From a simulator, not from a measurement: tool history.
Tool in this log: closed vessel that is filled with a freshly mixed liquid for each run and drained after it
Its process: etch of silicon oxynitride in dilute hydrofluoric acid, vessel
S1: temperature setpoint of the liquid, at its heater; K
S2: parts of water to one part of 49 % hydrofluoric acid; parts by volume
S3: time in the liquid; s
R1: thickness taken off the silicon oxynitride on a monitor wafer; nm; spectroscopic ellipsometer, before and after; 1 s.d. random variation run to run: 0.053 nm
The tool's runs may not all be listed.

run,day,S1,S2,S3,R1
1,0.000,294.15,60,285,6.3780
2,0.100,294.15,50,285,7.6677
3,0.488,295.15,50,285,8.1085
4,0.696,292.15,50,285,6.9666
5,0.821,293.15,50,285,7.2543
6,1.167,294.15,50,285,7.6730
7,1.221,294.65,50,285,7.9176

Forecast run 8:
8,1.300,295.15,50,285,?

{"run 8": {"R1": 8.0643}}
